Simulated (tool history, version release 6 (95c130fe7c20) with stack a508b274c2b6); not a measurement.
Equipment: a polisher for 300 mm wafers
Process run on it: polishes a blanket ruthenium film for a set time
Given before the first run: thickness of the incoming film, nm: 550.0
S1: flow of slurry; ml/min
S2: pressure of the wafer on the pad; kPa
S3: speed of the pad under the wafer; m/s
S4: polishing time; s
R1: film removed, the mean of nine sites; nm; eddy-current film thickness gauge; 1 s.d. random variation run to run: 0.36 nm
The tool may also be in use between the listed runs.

run 1 hour=0.0 | S1=285 S2=9.7 S3=1.08 S4=28 | R1=28.571
run 2 hour=0.6 | S1=285 S2=10.3 S3=1.08 S4=28 | R1=30.364
run 3 hour=4.5 | S1=285 S2=10.3 S3=0.94 S4=28 | R1=27.054
run 4 hour=12.0 | S1=285 S2=11.0 S3=0.96 S4=28 | R1=29.447
run 5 hour=12.7 | S1=240 S2=11.0 S3=0.96 S4=28 | R1=28.514
run 6 hour=15.9 | S1=240 S2=8.3 S3=0.96 S4=28 | R1=21.297
run 7 hour=17.2 | S1=255 S2=9.0 S3=0.96 S4=28 | R1=23.385
run 8 hour=26.0 | S1=270 S2=9.7 S3=0.98 S4=28 | R1=26.222
run 9 hour=34.6 | S1=350 S2=12.4 S3=1.00 S4=28 | R1=34.389
run 10 hour=40.0 | S1=350 S2=13.1 S3=1.02 S4=28 | R1=37.213

The next listed run, before its measurement:
run 11 hour=42.2 | S1=350 S2=13.1 S3=1.04 S4=28 | R1=?

Run 11 gave R1 37.101 nm.
